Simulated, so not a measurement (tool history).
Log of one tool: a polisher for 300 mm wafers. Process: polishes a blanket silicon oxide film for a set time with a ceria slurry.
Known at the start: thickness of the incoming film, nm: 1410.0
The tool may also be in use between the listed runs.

| run | hour | flow of slurry (ml/min) | pressure of the wafer on the pad (kPa) | speed of the pad under the wafer (m/s) | polishing time (s) | film removed (nm) |
|---|---|---|---|---|---|---|
| 1 | 0.0 | 210 | 17.9 | 0.90 | 81 | 228.34 |
| 2 | 4.2 | 210 | 17.9 | 0.78 | 81 | 194.93 |
| 3 | 11.8 | 210 | 17.9 | 0.60 | 81 | 152.22 |
| 4 | 15.1 | 210 | 17.9 | 0.60 | 81 | 153.09 |
| 5 | 21.0 | 210 | 22.1 | 0.60 | 81 | 174.80 |
| 6 | 29.6 | 250 | 22.1 | 0.60 | 81 | 177.04 |
| 7 | 37.6 | 250 | 23.4 | 0.68 | 81 | 208.88 |
| 8 | 42.9 | 250 | 24.1 | 0.74 | 81 | 230.10 |
| 9 | 45.2 | 250 | 24.8 | 0.80 | 81 | 254.45 |
| 10 | 48.9 | 250 | 25.5 | 0.84 | 81 | 279.13 |
| 11 | 50.3 | 250 | 27.6 | 0.94 | 81 | 321.56 |

The next listed run, before its measurement:
| 12 | 56.1 | 250 | 27.6 | 0.96 | 81 | ? |

{"run 12": {"film removed (nm)": 327.86}}

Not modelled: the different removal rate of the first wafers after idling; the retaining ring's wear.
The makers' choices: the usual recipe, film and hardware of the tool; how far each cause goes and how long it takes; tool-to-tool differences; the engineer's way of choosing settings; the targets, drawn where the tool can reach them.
